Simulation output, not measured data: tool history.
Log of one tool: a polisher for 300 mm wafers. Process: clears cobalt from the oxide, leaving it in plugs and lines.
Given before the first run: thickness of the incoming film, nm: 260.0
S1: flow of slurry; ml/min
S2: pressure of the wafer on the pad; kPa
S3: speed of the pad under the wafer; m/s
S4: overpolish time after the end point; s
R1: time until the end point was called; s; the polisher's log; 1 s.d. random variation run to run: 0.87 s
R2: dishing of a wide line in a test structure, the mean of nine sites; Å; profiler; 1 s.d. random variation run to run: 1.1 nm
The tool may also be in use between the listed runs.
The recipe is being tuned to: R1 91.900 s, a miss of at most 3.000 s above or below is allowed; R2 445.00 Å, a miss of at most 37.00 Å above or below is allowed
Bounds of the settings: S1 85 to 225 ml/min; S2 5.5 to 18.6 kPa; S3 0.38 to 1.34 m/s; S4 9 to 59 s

run 1 hour=0.0 | S1=145 S2=11.7 S3=0.86 S4=30 | R1=76.617 R2=501.48
run 2 hour=4.1 | S1=145 S2=11.7 S3=0.86 S4=22 | R1=79.274 R2=426.54
run 3 hour=6.1 | S1=140 S2=11.0 S3=0.86 S4=24 | R1=81.619 R2=444.57
run 4 hour=6.7 | S1=140 S2=10.3 S3=0.86 S4=25 | R1=86.733 R2=447.41
run 5 hour=9.7 | S1=140 S2=13.1 S3=0.86 S4=25 | R1=70.760 R2=482.60
run 6 hour=13.9 | S1=140 S2=13.1 S3=0.72 S4=25 | R1=82.852 R2=436.96
run 7 hour=17.4 | S1=135 S2=13.1 S3=0.72 S4=26 | R1=84.281 R2=461.65
run 8 hour=19.2 | S1=105 S2=12.4 S3=0.72 S4=24 | R1=92.041 R2=404.34

Pick the move, out of 5, that brings all results within their allowed miss; only one does.
run A hour=21.0 | S1=110 S2=9.7 S3=0.84 S4=20 | R1=? R2=?
run B hour=21.0 | S1=85 S2=10.3 S3=0.88 S4=28 | R1=? R2=?
run C hour=21.0 | S1=125 S2=11.0 S3=0.80 S4=22 | R1=? R2=?
run D hour=21.0 | S1=100 S2=11.7 S3=0.70 S4=22 | R1=? R2=?
run E hour=21.0 | S1=130 S2=11.7 S3=0.74 S4=22 | R1=? R2=?

move=A R1=96.821 R2=353.95
move=B R1=91.199 R2=454.63
move=C R1=89.061 R2=398.61
move=D R1=99.674 R2=370.40
move=E R1=90.703 R2=394.03
A: the biggest miss grows against the last run
B: meets every target
C: the biggest miss grows against the last run
D: the biggest miss grows against the last run
E: the biggest miss grows against the last run
The move that meets every target is B.
